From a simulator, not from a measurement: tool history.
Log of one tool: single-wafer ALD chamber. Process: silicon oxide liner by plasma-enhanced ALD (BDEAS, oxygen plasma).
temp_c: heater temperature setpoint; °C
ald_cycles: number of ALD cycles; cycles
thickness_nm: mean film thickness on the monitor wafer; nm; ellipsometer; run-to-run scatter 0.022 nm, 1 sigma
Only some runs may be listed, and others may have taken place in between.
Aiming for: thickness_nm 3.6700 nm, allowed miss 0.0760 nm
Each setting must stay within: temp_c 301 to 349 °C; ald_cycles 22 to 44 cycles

run	hour	temp_c	ald_cycles	thickness_nm
1	0.0	325	33	3.1940
2	6.5	325	34	3.2664
3	8.7	325	35	3.4306
4	11.2	335	35	3.3153
5	15.3	331	36	3.4944
6	19.3	331	33	3.1705
7	23.4	330	35	3.3940
8	30.2	329	36	3.4820
9	38.3	328	37	3.5804

4 candidate next runs follow, results not yet known. Just one meets every target within its allowed miss. Identify it.
A	46.4	322	36	?
B	46.4	329	35	?
C	46.4	331	36	?
D	46.4	329	38	?

move	thickness_nm
A	3.5109
B	3.3829
C	3.4706
D	3.6728
A: further off than the last run
B: further off than the last run
C: further off than the last run
D: meets every target
The move that meets every target is D.
